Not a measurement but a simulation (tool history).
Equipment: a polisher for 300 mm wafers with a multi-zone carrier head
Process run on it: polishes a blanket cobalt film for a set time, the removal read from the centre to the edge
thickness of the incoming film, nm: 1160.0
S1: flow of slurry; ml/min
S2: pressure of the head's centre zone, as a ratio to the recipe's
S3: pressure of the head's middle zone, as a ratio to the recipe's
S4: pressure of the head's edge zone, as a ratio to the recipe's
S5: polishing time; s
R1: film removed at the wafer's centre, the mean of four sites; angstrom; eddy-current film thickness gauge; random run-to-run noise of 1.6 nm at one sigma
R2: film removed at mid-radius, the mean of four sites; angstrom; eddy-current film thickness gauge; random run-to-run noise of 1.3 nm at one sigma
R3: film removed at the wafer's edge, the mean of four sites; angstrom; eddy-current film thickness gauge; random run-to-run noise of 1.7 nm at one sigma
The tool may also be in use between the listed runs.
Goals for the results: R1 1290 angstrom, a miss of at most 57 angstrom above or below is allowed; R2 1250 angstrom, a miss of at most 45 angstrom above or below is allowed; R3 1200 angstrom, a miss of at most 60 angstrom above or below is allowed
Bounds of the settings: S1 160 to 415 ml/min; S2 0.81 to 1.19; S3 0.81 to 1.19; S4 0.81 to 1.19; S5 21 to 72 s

run,hour,S1,S2,S3,S4,S5,R1,R2,R3
1,0,265,1,1,1,46,2195.3,2171.6,2121.8
2,1.3,265,1,1,0.92,46,2217.1,2153.4,2049.3
3,7.4,265,0.99,0.99,0.91,40,1859,1857,1744.1
4,9,265,0.99,0.97,0.9,37,1725.7,1704.9,1614.1
5,11.6,220,0.99,0.97,0.9,37,1696,1663.2,1622.5
6,19.9,235,0.99,0.96,0.89,34,1584.2,1519.3,1522.2
7,28.1,255,0.99,0.96,0.88,32,1490.9,1466,1372
8,30.9,260,0.98,0.94,0.87,31,1422.3,1357.1,1371.2
9,32.8,230,0.99,0.97,0.81,26,1197.9,1179.3,1092.9
10,36.3,230,0.99,0.97,0.83,26,1186.3,1175.1,1075.2

Which single option among these 5 for the next run brings every result within its allowed miss of target? Just one does.
A,39.8,190,0.91,0.82,0.88,32,?,?,?
B,39.8,255,1.16,1.06,0.81,24,?,?,?
C,39.8,220,1.04,1,0.96,27,?,?,?
D,39.8,220,1.08,1.05,0.81,26,?,?,?
E,39.8,240,1.19,1.05,0.86,23,?,?,?

move,R1,R2,R3
A,1291.9,1206.5,1327.1
B,1299,1170.8,988.5
C,1280.9,1228.8,1184
D,1281.1,1233.3,1054.8
E,1265.7,1104,967.07
A: takes the result that was furthest off past its target
B: the biggest miss grows against the last run
C: meets every target
D: the biggest miss grows against the last run
E: the biggest miss grows against the last run
Go with C: it meets all targets.

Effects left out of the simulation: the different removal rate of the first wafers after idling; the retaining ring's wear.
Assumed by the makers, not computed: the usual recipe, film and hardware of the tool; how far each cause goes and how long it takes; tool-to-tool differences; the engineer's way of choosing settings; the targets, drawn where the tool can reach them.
